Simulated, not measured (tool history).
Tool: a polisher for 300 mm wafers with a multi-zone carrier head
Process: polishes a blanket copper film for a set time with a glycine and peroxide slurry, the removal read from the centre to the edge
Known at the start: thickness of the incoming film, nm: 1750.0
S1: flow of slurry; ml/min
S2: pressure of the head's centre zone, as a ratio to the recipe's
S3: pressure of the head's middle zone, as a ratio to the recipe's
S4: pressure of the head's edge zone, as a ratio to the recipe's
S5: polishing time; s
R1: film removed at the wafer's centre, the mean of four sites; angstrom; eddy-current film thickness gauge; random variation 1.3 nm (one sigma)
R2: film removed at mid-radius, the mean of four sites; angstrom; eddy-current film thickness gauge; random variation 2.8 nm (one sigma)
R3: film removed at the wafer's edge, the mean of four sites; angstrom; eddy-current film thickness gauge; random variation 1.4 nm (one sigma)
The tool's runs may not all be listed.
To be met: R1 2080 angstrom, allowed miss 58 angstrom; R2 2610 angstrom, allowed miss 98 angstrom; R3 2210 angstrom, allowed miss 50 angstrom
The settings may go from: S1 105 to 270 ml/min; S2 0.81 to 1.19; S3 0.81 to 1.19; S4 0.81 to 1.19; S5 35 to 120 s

run  hour   S1    S2    S3    S4  S5      R1      R2      R3
  1     0  175     1     1     1  77  2147.4  2147.4  2124.7
  2   7.1  175  0.95     1     1  77  2062.7  2171.7  2109.3
  3  12.3  180  0.94  1.02     1  77  2019.5  2188.2  2122.6
  4    17  180  0.94  1.02     1  64  1712.5  1763.9  1776.4
  5  25.1  180  0.94  1.02  0.95  64  1703.7  1804.1    1704
  6  29.9  185  0.94  1.04  0.96  66  1770.6  1918.8  1791.1
  7  34.1  190  0.94  1.06  0.97  67  1792.7  1977.4  1839.8
  8  38.1  195  0.94  1.08  0.97  68    1835  2051.4  1867.2
  9  40.8  200  0.94  1.09  0.98  69  1869.5  2124.1  1892.7
 10  47.2  205  0.94   1.1     1  70  1911.5  2165.8  1935.2
 11  49.7  205  0.94   1.1     1  70  1902.6  2163.7  1960.1

Which of these 4 next moves meets every target?
  A  52.2  170  0.95  1.13  0.93  79   ?   ?   ?
  B  52.2  200  0.92  1.19  1.01  79   ?   ?   ?
  C  52.2  190  0.85  1.08  1.14  79   ?   ?   ?
  D  52.2  170  0.82  1.14  1.05  84   ?   ?   ?

move      R1      R2      R3
   A  2083.7  2382.8  2091.5
   B  2081.6  2561.4  2217.4
   C  1903.5  2337.6  2344.3
   D  1910.9  2554.2  2356.3
A: nearer than the last run, and not there yet
B: meets every target
C: takes the result that was furthest off past its target
D: takes the result that was furthest off past its target
Answer: B
